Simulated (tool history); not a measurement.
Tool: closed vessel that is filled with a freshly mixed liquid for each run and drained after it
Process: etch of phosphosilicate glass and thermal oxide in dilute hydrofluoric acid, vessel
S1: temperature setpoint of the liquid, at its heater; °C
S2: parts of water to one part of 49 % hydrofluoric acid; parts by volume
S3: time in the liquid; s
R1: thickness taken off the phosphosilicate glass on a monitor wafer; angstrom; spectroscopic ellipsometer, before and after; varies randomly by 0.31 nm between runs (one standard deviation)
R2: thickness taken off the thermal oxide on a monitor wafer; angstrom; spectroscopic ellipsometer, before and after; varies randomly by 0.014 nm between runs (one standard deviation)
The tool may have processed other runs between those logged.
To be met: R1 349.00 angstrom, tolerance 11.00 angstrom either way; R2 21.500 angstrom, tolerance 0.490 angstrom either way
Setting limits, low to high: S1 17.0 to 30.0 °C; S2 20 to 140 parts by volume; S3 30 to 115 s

| run | day | S1 | S2 | S3 | R1 | R2 |
|---|---|---|---|---|---|---|
| 1 | 0.000 | 22.0 | 75 | 60 | 571.31 | 35.551 |
| 2 | 0.292 | 22.0 | 60 | 60 | 743.95 | 45.374 |
| 3 | 0.671 | 21.0 | 65 | 60 | 648.81 | 40.205 |
| 4 | 0.883 | 20.5 | 70 | 60 | 583.27 | 36.235 |
| 5 | 1.058 | 20.5 | 70 | 45 | 439.86 | 26.797 |
| 6 | 1.417 | 20.0 | 70 | 45 | 432.39 | 26.211 |
| 7 | 1.700 | 19.5 | 70 | 45 | 424.22 | 25.798 |
| 8 | 1.867 | 19.0 | 70 | 45 | 413.71 | 25.087 |
| 9 | 2.138 | 18.5 | 70 | 45 | 401.85 | 24.683 |
| 10 | 2.467 | 17.5 | 75 | 45 | 361.99 | 22.327 |

Pick the move, out of 4, that brings all results within their allowed miss; only one does.
| A | 2.796 | 18.5 | 80 | 45 | ? | ? |
| B | 2.796 | 18.5 | 75 | 45 | ? | ? |
| C | 2.796 | 17.0 | 70 | 45 | ? | ? |
| D | 2.796 | 17.0 | 85 | 55 | ? | ? |

| move | R1 | R2 |
|---|---|---|
| A | 350.26 | 21.505 |
| B | 375.51 | 23.055 |
| C | 379.21 | 23.282 |
| D | 376.08 | 23.090 |
A: meets every target
B: moves away from the targets compared with the last run
C: moves away from the targets compared with the last run
D: moves away from the targets compared with the last run
The right move is A.

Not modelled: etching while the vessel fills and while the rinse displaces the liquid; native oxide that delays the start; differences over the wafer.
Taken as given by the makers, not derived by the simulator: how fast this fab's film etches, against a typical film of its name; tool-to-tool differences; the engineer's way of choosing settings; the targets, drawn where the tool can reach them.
